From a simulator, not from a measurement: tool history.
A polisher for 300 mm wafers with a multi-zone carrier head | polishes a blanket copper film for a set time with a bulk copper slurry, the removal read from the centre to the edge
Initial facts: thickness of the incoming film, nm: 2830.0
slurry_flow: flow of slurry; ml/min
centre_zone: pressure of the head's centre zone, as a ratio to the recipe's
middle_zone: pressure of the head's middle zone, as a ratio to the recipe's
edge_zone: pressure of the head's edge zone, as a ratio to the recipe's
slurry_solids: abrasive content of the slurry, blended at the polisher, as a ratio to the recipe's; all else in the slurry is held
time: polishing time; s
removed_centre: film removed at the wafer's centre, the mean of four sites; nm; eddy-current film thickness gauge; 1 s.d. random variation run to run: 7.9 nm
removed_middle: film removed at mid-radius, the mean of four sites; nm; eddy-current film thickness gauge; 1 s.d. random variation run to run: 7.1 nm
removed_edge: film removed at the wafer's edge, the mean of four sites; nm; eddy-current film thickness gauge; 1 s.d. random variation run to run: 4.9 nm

run,hour,slurry_flow,centre_zone,middle_zone,edge_zone,slurry_solids,time,removed_centre,removed_middle,removed_edge
1,0,225,1,1,1,1,79,957.5,985.57,993.84
2,6.1,215,0.97,0.96,0.99,0.85,74,873.55,845.08,893.66
3,6.6,205,0.93,0.95,1,0.8,69,757.11,778.55,833.11
4,9.3,205,0.93,0.99,1,0.8,69,737.15,810.02,824.82
5,12.7,205,0.93,0.99,1,0.8,82,900.96,939.52,983.17
6,14.2,195,0.91,0.96,0.99,0.7,76,778.49,868.6,893.78
7,23,195,0.91,0.93,1,0.65,70,719.01,746.22,809.92
8,31.8,190,0.9,0.91,0.99,0.6,67,660.19,681.28,767.23
9,40.6,185,0.89,0.9,0.96,0.55,66,653.67,680.37,737.63
10,47.1,180,0.88,0.88,0.96,0.55,64,610.48,623.12,721

Predict the results of run 11:
11,50.6,175,0.88,0.87,0.94,0.55,63,?,?,?

removed_centre: 610.35 nm
removed_middle: 624.27 nm
removed_edge: 693.73 nm
